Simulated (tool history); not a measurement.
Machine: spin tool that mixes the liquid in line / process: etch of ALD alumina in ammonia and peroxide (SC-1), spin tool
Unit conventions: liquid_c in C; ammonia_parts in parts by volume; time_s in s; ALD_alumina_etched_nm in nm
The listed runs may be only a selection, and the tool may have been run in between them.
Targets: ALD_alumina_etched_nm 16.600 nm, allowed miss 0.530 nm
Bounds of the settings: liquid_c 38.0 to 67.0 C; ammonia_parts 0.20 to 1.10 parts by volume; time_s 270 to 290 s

run,hour,liquid_c,ammonia_parts,time_s,ALD_alumina_etched_nm
1,0.0,51.0,0.60,270,19.179
2,4.6,51.0,0.50,270,18.520
3,9.5,51.0,0.65,270,19.394
4,15.3,58.0,0.65,270,27.696
5,21.7,56.5,0.65,270,25.677
6,29.9,56.5,0.65,270,25.913
7,37.9,55.5,0.65,270,24.193
8,43.3,54.5,0.65,270,23.028
9,48.2,53.5,0.65,270,21.785
10,55.1,53.0,0.65,270,21.564
11,63.4,47.0,0.65,270,15.491

4 next moves are on the table. One of them brings every result within its allowed miss. Which?
A,71.7,49.0,0.45,270,?
B,71.7,45.5,0.85,290,?
C,71.7,45.0,0.75,270,?
D,71.7,45.5,0.45,270,?

move,ALD_alumina_etched_nm
A,16.673
B,15.637
C,13.982
D,13.701
A: hits every target within its allowed miss
B: nearer than the last run, and not there yet
C: lands further from the targets than the last run did
D: lands further from the targets than the last run did
The move that meets every target is A.

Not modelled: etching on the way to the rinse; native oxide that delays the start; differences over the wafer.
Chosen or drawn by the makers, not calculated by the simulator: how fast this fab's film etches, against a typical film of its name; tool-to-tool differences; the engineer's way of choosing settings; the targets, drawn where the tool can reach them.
